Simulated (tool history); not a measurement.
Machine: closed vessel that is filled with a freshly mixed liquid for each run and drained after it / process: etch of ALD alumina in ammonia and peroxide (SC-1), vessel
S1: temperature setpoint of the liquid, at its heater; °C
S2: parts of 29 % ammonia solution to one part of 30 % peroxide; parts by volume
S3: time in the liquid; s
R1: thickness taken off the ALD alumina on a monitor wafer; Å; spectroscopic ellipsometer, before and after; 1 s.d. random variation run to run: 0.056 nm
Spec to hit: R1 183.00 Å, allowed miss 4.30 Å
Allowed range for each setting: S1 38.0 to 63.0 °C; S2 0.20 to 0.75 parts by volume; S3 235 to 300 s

run 1 day=0.000 | S1=47.0 S2=0.45 S3=300 | R1=138.46
run 2 day=0.208 | S1=47.0 S2=0.40 S3=300 | R1=136.81
run 3 day=0.383 | S1=47.0 S2=0.50 S3=300 | R1=139.42
run 4 day=0.750 | S1=51.0 S2=0.50 S3=300 | R1=174.69
run 5 day=0.958 | S1=51.0 S2=0.60 S3=300 | R1=177.14
run 6 day=1.250 | S1=57.0 S2=0.60 S3=300 | R1=243.19
run 7 day=1.588 | S1=50.5 S2=0.60 S3=300 | R1=172.85
run 8 day=1.738 | S1=51.0 S2=0.60 S3=300 | R1=176.65

Of the 4 settings listed for the next run, only one would bring every result within its allowed miss of target. Which one?
run A day=1.888 | S1=54.5 S2=0.65 S3=240 | R1=?
run B day=1.888 | S1=50.0 S2=0.70 S3=300 | R1=?
run C day=1.888 | S1=52.0 S2=0.45 S3=300 | R1=?
run D day=1.888 | S1=56.5 S2=0.70 S3=240 | R1=?

move=A R1=171.69
move=B R1=169.79
move=C R1=181.43
move=D R1=192.02
A: its largest miss is bigger than the last run's
B: its largest miss is bigger than the last run's
C: each result inside its tolerance
D: moves the result that the last run missed by most past its target, out the other side
Answer: C
